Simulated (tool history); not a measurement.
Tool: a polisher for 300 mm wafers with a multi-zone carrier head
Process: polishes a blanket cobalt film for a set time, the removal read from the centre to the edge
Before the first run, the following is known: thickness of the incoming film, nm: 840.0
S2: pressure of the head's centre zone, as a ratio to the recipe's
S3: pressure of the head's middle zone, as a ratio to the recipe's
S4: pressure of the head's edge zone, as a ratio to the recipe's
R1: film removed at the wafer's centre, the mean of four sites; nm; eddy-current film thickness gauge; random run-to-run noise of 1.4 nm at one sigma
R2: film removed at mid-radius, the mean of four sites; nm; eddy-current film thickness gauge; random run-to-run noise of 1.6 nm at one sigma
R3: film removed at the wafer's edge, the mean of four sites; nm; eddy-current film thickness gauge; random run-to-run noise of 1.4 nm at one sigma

run 1 hour=0.0 | flow_of_slurry_(ml/min)=145 S2=1.00 S3=1.00 S4=1.00 polishing_time_(s)=54 | R1=146.81 R2=147.28 R3=152.71
run 2 hour=2.8 | flow_of_slurry_(ml/min)=145 S2=1.00 S3=1.00 S4=0.93 polishing_time_(s)=54 | R1=150.72 R2=148.20 R3=145.56
run 3 hour=10.3 | flow_of_slurry_(ml/min)=145 S2=1.00 S3=1.00 S4=0.93 polishing_time_(s)=65 | R1=184.96 R2=181.81 R3=178.81
run 4 hour=13.7 | flow_of_slurry_(ml/min)=145 S2=1.00 S3=1.00 S4=0.93 polishing_time_(s)=59 | R1=169.62 R2=159.12 R3=158.46
run 5 hour=22.3 | flow_of_slurry_(ml/min)=140 S2=0.96 S3=1.01 S4=0.91 polishing_time_(s)=54 | R1=142.67 R2=144.96 R3=143.44
run 6 hour=28.9 | flow_of_slurry_(ml/min)=140 S2=0.95 S3=1.02 S4=0.89 polishing_time_(s)=50 | R1=132.31 R2=134.59 R3=128.44

For run 7, what comes out?
run 7 hour=35.0 | flow_of_slurry_(ml/min)=135 S2=0.93 S3=1.02 S4=0.87 polishing_time_(s)=48 | R1=? R2=? R3=?

R1: 123.62 nm
R2: 130.30 nm
R3: 124.37 nm
